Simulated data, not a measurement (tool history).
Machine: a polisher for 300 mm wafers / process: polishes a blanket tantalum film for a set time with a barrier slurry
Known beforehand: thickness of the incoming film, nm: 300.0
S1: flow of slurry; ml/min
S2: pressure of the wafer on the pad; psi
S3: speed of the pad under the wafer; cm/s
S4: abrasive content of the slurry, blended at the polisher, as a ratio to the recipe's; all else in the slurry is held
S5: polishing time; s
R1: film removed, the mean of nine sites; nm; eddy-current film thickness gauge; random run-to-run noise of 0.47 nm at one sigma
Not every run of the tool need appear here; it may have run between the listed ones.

run,hour,S1,S2,S3,S4,S5,R1
1,0.0,295,1.6,76,1.0,37,28.586
2,5.3,295,1.6,76,1.0,37,28.021
3,13.7,295,1.4,76,1.0,37,24.596
4,20.1,330,1.4,76,1.0,37,25.016
5,28.7,330,1.6,76,1.0,37,28.190
6,33.0,330,1.3,76,1.0,37,23.034

Run 7 is up next; what results do you expect?
7,37.7,330,1.5,76,1.0,37,?

Run 7 gave R1 26.519 nm.
